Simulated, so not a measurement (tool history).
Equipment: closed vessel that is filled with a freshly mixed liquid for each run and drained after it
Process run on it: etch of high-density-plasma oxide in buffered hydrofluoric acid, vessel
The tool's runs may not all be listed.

| run | day | temperature setpoint of the liquid (C) | parts of 40 % ammonium fluoride to one part of 49 % hydrofluoric acid (parts by volume) | time in the liquid (s) | thickness taken off the high-density-plasma oxide on a monitor wafer (nm) |
|---|---|---|---|---|---|
| 1 | 0.000 | 24.0 | 11.0 | 95 | 112.72 |
| 2 | 0.267 | 24.0 | 11.0 | 95 | 112.01 |
| 3 | 0.450 | 22.5 | 11.0 | 95 | 103.46 |
| 4 | 0.662 | 24.0 | 10.5 | 95 | 117.91 |
|  | 0.729 | hydrofluoric acid flow meter replaced |
| 5 | 0.729 | 24.0 | 8.0 | 95 | 168.73 |
| 6 | 0.917 | 24.0 | 8.0 | 100 | 175.92 |
| 7 | 0.996 | 24.5 | 8.0 | 100 | 180.19 |
| 8 | 1.025 | 25.0 | 8.0 | 100 | 188.15 |
| 9 | 1.212 | 25.5 | 8.0 | 100 | 192.56 |

Expected results for the next run?
| 10 | 1.292 | 25.5 | 8.0 | 100 | ? |

Logged for run 10: thickness taken off the high-density-plasma oxide on a monitor wafer (nm) 191.13.
